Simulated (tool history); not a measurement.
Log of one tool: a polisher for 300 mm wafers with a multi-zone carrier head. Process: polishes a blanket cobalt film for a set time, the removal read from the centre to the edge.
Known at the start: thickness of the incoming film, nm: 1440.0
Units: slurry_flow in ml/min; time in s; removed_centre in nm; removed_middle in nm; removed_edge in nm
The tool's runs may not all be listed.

run	day	slurry_flow	centre_zone	middle_zone	edge_zone	time	removed_centre	removed_middle	removed_edge
1	0.000	195	1.00	1.00	1.00	43	240.99	239.94	238.42
2	0.150	190	1.00	0.98	0.99	43	239.33	234.44	228.56
3	0.471	190	0.95	0.98	0.99	43	226.17	236.06	235.35
4	0.621	190	0.90	0.98	0.99	43	213.73	235.19	232.14
5	0.875	190	0.90	0.98	0.99	47	234.68	257.06	259.67
6	0.971	185	0.91	0.96	0.99	46	226.10	248.58	249.31
7	1.138	200	1.01	0.86	1.09	34	193.39	168.57	199.92
8	1.192	205	1.02	0.86	1.09	34	194.92	168.17	191.53

Forecast run 9:
9	1.271	205	1.03	0.86	1.10	34	?	?	?

{"run 9": {"removed_centre": 193.89, "removed_middle": 167.94, "removed_edge": 192.56}}
